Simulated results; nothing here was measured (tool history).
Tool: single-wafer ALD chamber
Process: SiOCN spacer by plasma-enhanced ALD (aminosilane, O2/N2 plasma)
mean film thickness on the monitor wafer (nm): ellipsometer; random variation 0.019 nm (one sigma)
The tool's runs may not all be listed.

run,hour,heater temperature setpoint (K),number of ALD cycles (cycles),mean film thickness on the monitor wafer (nm)
1,0,678.15,93,5.7431
2,8.8,680.15,89,5.5334
3,15.2,681.15,85,5.2256
4,23.3,682.15,83,5.0581
5,25.5,684.15,82,4.9644
6,30.9,684.15,93,5.6241
7,36.6,693.15,78,4.5891

Forecast run 8:
8,39.6,694.15,78,?

Run 8 gave mean film thickness on the monitor wafer (nm) 4.54.

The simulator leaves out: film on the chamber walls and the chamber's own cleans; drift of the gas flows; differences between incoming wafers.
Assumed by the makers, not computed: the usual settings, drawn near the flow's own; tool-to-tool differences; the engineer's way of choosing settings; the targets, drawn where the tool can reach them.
